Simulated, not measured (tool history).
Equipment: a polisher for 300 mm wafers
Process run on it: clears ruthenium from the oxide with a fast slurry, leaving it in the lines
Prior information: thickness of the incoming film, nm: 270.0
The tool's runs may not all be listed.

run,hour,flow of slurry (ml/min),pressure of the wafer on the pad (psi),speed of the pad under the wafer (m/s),abrasive content of the slurry,overpolish time after the end point (s),time until the end point was called (s),dishing of a wide line in a test structure (Å)
1,0.0,315,2.2,1.20,1.0,25,53.424,871.45
2,7.8,315,2.3,1.20,1.0,23,51.051,849.07
3,9.1,315,2.3,0.96,1.0,23,64.068,690.06
4,12.1,315,2.3,0.96,1.0,31,63.862,867.43
5,17.0,375,2.3,0.96,1.0,31,61.051,912.51
6,20.3,385,2.4,0.96,1.0,29,60.549,853.55
7,26.9,385,2.6,0.96,1.0,27,55.415,891.61
8,31.1,385,2.7,0.96,1.0,25,53.742,860.98

Run 9 is up next; what results do you expect?
9,34.3,385,2.8,0.96,1.0,23,?,?

{"run 9": {"time until the end point was called (s)": 51.254, "dishing of a wide line in a test structure (Å)": 841.35}}
